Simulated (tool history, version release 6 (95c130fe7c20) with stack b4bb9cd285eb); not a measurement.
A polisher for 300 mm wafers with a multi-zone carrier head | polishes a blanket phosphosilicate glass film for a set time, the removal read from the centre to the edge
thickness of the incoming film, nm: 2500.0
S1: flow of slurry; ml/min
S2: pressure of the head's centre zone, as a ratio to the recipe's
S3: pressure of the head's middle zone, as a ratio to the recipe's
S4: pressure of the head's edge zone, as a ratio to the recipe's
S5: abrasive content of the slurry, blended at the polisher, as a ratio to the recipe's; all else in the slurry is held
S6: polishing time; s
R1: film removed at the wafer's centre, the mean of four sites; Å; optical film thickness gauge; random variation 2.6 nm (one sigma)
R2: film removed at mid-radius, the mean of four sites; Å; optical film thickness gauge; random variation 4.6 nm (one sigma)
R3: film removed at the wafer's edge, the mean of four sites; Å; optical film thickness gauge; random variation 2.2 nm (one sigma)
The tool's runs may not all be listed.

run,hour,S1,S2,S3,S4,S5,S6,R1,R2,R3
1,0,175,1,1,1,1,84,7819.8,8014,8004.5
2,4.4,175,1,1,1,1,68,6367.2,6514.5,6536.9
3,6.7,150,1,1,1,1,68,6074.5,6240.3,6390.6
4,9,150,1,1,1,1,58,5279.1,5368.1,5483.1
5,17.3,145,0.98,0.98,0.99,0.95,57,4924.5,5013.4,5134.5
6,19.9,145,0.98,0.98,0.95,0.95,57,4902.4,4977.8,5036.5
7,24.2,140,0.96,0.97,0.95,0.9,57,4669.5,4742.8,4901.7

Forecast run 8:
8,26.5,135,0.94,0.96,0.94,0.85,57,?,?,?

R1: 4258.4 Å
R2: 4467 Å
R3: 4648 Å
